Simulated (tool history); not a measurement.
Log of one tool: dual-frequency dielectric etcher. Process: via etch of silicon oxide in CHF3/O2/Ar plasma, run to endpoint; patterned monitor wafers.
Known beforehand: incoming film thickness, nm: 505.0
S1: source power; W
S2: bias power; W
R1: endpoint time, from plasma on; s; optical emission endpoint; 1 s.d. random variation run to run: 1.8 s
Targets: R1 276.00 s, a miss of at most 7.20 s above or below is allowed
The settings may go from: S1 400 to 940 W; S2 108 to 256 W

run	day	S1	S2	R1
1	0.000	670	182	243.47
2	0.292	670	167	250.86
3	0.571	730	167	240.75
4	0.833	670	162	251.89
# day 1.192: bias power generator calibrated
5	1.192	630	158	256.07
6	1.529	630	181	248.01
7	1.729	630	181	246.60
8	2.083	580	173	261.47
9	2.283	560	171	266.28
10	2.383	550	170	267.79

Below are 5 possible settings for the next run. Only one of them brings all results inside the allowed miss of their targets. Which is it?
A	2.483	470	151	?
B	2.483	600	187	?
C	2.483	560	186	?
D	2.483	560	150	?
E	2.483	500	220	?

move	R1
A	301.27
B	248.67
C	257.58
D	276.23
E	257.31
A: carries the result that was furthest off beyond its target, to the other side
B: the biggest miss grows against the last run
C: the biggest miss grows against the last run
D: all results in spec
E: the biggest miss grows against the last run
Move D is the one to make.

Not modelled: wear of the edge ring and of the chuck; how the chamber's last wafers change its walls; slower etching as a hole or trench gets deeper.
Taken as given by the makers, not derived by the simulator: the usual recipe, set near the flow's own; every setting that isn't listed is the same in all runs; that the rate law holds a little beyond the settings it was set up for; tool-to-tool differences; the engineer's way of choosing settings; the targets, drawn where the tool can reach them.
